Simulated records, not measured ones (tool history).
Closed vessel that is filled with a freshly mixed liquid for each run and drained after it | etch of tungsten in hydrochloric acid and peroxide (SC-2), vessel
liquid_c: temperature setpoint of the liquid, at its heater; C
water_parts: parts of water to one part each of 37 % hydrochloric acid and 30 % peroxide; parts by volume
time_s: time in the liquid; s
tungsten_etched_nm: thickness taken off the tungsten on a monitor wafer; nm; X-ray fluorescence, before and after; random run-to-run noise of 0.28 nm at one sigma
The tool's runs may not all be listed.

run,day,liquid_c,water_parts,time_s,tungsten_etched_nm
1,0.000,53.0,6.5,95,21.059
2,0.192,53.0,6.5,105,23.556
3,0.542,54.0,6.5,105,25.122
4,0.879,55.0,6.5,105,26.647
5,1.233,56.0,6.5,105,28.339
6,1.375,56.0,6.5,105,28.219
7,1.500,62.5,6.5,105,42.508

Estimate the outcome of run 8 from the log above:
8,1.808,62.0,6.5,105,?

tungsten_etched_nm: 40.913 nm
